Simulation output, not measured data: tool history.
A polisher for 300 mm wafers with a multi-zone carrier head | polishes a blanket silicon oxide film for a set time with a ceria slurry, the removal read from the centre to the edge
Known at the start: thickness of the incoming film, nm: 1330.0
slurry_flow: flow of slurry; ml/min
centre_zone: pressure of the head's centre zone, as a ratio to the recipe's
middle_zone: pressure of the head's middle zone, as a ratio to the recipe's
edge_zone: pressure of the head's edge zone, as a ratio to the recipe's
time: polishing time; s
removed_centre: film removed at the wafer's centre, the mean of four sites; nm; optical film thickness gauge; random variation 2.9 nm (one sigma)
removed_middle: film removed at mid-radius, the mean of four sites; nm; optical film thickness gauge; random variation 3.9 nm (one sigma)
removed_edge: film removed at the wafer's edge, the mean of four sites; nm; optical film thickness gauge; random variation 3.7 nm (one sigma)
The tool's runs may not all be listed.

run    day  slurry_flow  centre_zone  middle_zone  edge_zone  time  removed_centre  removed_middle  removed_edge
  1      0          245            1            1          1    65          278.82          279.02        287.06
  2  0.246          225            1            1          1    65          276.67          268.87        282.81
  3  0.404          225            1            1          1    80          336.61          341.96        349.27
  4  0.467          225            1            1          1    69          292.14             293        308.59
  5  0.567          285            1            1          1    69          306.89          299.26        304.03
  6  0.658          285         1.04         0.98       1.04    71          323.12          301.85        323.42
  7  0.929          300         1.09         0.97       1.07    72          341.86          303.84        331.81
  8  1.042          310         1.12         0.96       1.09    73          367.39          308.93        340.48
  9  1.212          315         1.13         0.95       1.11    74           368.7          312.41        352.57
 10  1.417          325         1.14         0.94       1.12    74           372.6          307.58        349.29
 11  1.788          330         1.15         0.94       1.13    74          380.16          304.52        358.77

Forecast run 12:
 12  2.083          335         1.16         0.94       1.13    74               ?               ?             ?

{"run 12": {"removed_centre": 380.71, "removed_middle": 310.33, "removed_edge": 351.15}}
